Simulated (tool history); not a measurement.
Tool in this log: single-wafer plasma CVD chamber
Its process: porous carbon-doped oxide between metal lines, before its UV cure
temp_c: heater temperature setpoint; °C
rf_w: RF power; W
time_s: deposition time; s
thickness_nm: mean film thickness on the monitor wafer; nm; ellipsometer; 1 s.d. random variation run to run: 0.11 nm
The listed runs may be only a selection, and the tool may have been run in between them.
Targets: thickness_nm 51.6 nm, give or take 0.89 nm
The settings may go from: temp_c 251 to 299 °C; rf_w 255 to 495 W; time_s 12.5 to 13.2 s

Run 1, day 0: temp_c 275 °C, rf_w 375 W, time_s 13.2 s. Result: thickness_nm 60.841 nm.
Run 2, day 0.283: temp_c 279 °C, rf_w 375 W, time_s 13.2 s. Result: thickness_nm 59.689 nm.
Run 3, day 0.417: temp_c 279 °C, rf_w 375 W, time_s 13.2 s. Result: thickness_nm 59.571 nm.
Run 4, day 0.725: temp_c 282 °C, rf_w 370 W, time_s 13.2 s. Result: thickness_nm 57.613 nm.
Run 5, day 0.996: temp_c 285 °C, rf_w 370 W, time_s 13.2 s. Result: thickness_nm 56.451 nm.
Run 6, day 1.2: temp_c 279 °C, rf_w 370 W, time_s 13.2 s. Result: thickness_nm 58.805 nm.
Run 7, day 1.458: temp_c 282 °C, rf_w 370 W, time_s 13.2 s. Result: thickness_nm 57.443 nm.
Run 8, day 1.504: temp_c 284 °C, rf_w 370 W, time_s 13.2 s. Result: thickness_nm 56.914 nm.
Run 9, day 1.842: temp_c 286 °C, rf_w 370 W, time_s 13.2 s. Result: thickness_nm 56.001 nm.
Run 10, day 1.95: temp_c 288 °C, rf_w 370 W, time_s 13.2 s. Result: thickness_nm 55.358 nm.
Run 11, day 2.221: temp_c 290 °C, rf_w 370 W, time_s 13.2 s. Result: thickness_nm 54.78 nm.
Run 12, day 2.583: temp_c 291 °C, rf_w 370 W, time_s 13.2 s. Result: thickness_nm 54.198 nm.
Run 13, day 2.742: temp_c 292 °C, rf_w 370 W, time_s 13.2 s. Result: thickness_nm 54 nm.
Run 14, day 2.9: temp_c 293 °C, rf_w 370 W, time_s 13.2 s. Result: thickness_nm 53.503 nm.
Run 15, day 3.242: temp_c 294 °C, rf_w 370 W, time_s 13.2 s. Result: thickness_nm 53.214 nm.
Run 16, day 3.554: temp_c 295 °C, rf_w 370 W, time_s 13.2 s. Result: thickness_nm 53.125 nm.
Run 17, day 3.612: temp_c 296 °C, rf_w 370 W, time_s 13.2 s. Result: thickness_nm 52.621 nm.

Exercise: of the 4 proposed moves below, exactly one satisfies all targets within the stated allowed misses. Which move is it?
Run A, day 3.671: temp_c 290 °C, rf_w 375 W, time_s 13.2 s. Result: thickness_nm ?.
Run B, day 3.671: temp_c 297 °C, rf_w 370 W, time_s 13.1 s. Result: thickness_nm ?.
Run C, day 3.671: temp_c 292 °C, rf_w 385 W, time_s 12.6 s. Result: thickness_nm ?.
Run D, day 3.671: temp_c 296 °C, rf_w 385 W, time_s 13.2 s. Result: thickness_nm ?.

move  thickness_nm
   A        55.381
   B        51.947
   C        53.631
   D        54.715
A: the biggest miss grows against the last run
B: meets every target
C: the biggest miss grows against the last run
D: the biggest miss grows against the last run
So the answer is move B, the one that meets all the targets.

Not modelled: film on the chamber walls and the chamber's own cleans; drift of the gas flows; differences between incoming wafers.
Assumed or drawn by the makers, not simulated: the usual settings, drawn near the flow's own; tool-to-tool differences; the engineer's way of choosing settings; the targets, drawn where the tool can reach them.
